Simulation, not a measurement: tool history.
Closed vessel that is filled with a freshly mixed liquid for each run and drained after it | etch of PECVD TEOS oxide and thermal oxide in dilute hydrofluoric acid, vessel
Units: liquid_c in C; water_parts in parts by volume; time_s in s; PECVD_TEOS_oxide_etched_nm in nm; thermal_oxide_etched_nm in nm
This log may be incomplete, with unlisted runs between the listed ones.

run,hour,liquid_c,water_parts,time_s,PECVD_TEOS_oxide_etched_nm,thermal_oxide_etched_nm
1,0.0,25.0,150,325,17.849,10.376
2,1.4,23.5,150,325,16.475,9.818
3,10.4,23.5,95,325,27.816,16.565
4,19.0,24.0,95,325,28.367,16.984
5,21.0,24.0,95,275,24.267,14.312
6,25.8,25.0,95,275,25.374,14.864
7,32.3,29.0,90,275,31.702,18.244

Forecast run 8:
8,37.2,29.0,90,275,?,?

PECVD_TEOS_oxide_etched_nm: 31.280 nm
thermal_oxide_etched_nm: 18.377 nm

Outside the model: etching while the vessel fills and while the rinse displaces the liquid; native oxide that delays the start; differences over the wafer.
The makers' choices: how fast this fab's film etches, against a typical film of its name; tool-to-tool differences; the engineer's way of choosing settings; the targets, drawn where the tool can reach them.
